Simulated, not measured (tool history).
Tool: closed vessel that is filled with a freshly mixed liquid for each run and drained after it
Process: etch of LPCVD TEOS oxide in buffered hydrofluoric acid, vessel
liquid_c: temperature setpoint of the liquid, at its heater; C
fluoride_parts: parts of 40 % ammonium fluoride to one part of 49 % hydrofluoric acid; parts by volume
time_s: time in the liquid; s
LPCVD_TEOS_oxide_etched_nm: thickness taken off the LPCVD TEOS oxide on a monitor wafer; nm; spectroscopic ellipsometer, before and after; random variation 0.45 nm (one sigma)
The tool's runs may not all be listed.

run	day	liquid_c	fluoride_parts	time_s	LPCVD_TEOS_oxide_etched_nm
1	0	21	20.5	85	122.11
2	0.029	21	20.5	85	123.04
3	0.158	21	23.5	85	112.5
4	0.262	18	23.5	85	95.047
5	0.6	17	23.5	85	88.949
6	0.762	17	24	85	88.405
7	1.092	17	24	85	87.917
8	1.146	17	24.5	85	86.791

Run 9 comes next. What will it give?
9	1.496	17	25	85	?

{"run 9": {"LPCVD_TEOS_oxide_etched_nm": 85.923}}

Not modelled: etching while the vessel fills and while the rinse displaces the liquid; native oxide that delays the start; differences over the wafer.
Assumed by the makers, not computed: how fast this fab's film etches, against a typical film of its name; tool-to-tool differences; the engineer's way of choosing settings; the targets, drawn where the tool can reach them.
